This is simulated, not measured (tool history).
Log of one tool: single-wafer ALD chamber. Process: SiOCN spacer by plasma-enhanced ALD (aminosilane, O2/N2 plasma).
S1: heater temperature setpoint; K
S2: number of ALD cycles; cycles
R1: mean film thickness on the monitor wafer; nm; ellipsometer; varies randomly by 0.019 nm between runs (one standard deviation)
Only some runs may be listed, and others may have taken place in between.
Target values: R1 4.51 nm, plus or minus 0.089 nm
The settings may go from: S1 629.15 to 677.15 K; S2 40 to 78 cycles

{"run": 1, "day": 0.0, "S1": 653.15, "S2": 59, "R1": 4.023}
{"run": 2, "day": 0.175, "S1": 643.15, "S2": 59, "R1": 4.0283}
{"run": 3, "day": 0.367, "S1": 643.15, "S2": 54, "R1": 3.6795}
{"run": 4, "day": 0.55, "S1": 643.15, "S2": 57, "R1": 3.8675}
{"run": 5, "day": 0.588, "S1": 648.15, "S2": 57, "R1": 3.9047}
{"run": 6, "day": 0.792, "S1": 648.15, "S2": 59, "R1": 4.0235}
{"run": 7, "day": 1.092, "S1": 648.15, "S2": 61, "R1": 4.1905}
{"run": 8, "day": 1.196, "S1": 648.15, "S2": 62, "R1": 4.2109}
{"run": 9, "day": 1.35, "S1": 648.15, "S2": 63, "R1": 4.3139}
{"run": 10, "day": 1.662, "S1": 648.15, "S2": 64, "R1": 4.3716}

5 next moves are on the table. One of them brings every result within its allowed miss. Which?
{"run": "A", "day": 1.975, "S1": 655.15, "S2": 64, "R1": "?"}
{"run": "B", "day": 1.975, "S1": 643.15, "S2": 68, "R1": "?"}
{"run": "C", "day": 1.975, "S1": 644.15, "S2": 64, "R1": "?"}
{"run": "D", "day": 1.975, "S1": 649.15, "S2": 69, "R1": "?"}
{"run": "E", "day": 1.975, "S1": 645.15, "S2": 66, "R1": "?"}

move=A R1=4.3988
move=B R1=4.6738
move=C R1=4.3988
move=D R1=4.7425
move=E R1=4.5363
A: better than the last run, though not everything is in spec
B: takes the biggest miss from the last run beyond its target
C: better than the last run, though not everything is in spec
D: takes the biggest miss from the last run beyond its target
E: every result within its allowed miss
The right move is E.
